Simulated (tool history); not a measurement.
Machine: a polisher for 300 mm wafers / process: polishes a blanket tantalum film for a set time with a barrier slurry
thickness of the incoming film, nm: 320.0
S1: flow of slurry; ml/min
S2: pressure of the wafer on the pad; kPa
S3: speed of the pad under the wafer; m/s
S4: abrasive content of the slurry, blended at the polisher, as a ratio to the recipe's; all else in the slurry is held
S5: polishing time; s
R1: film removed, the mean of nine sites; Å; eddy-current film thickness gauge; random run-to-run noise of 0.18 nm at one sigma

run	hour	S1	S2	S3	S4	S5	R1
1	0	140	10.3	1.12	1	24	353.42
2	7.9	130	9.7	1.12	1	24	318.5
3	15.7	120	9	1.12	1	24	301.9
4	17	120	9	1.12	0.85	24	282.72
5	22.2	155	9	1.12	0.85	24	299.95
6	27.8	145	9	1.12	0.85	24	293.77
7	32.5	135	9	1.12	0.85	24	289.22
8	36.5	125	9	1.12	0.85	24	288.27
9	44.9	120	9	1.12	0.85	24	287.88
10	49.2	115	9	1.12	0.85	24	286.62
11	54.3	95	7.6	1.12	0.85	24	238.5
12	62.6	95	7.6	1.12	0.85	24	240.62
13	67.6	100	7.6	1.12	0.85	24	239.85
14	74	105	7.6	1.12	0.85	24	241.98

Forecast run 15:
15	79.5	110	7.6	1.12	0.85	24	?

R1: 246.67 Å
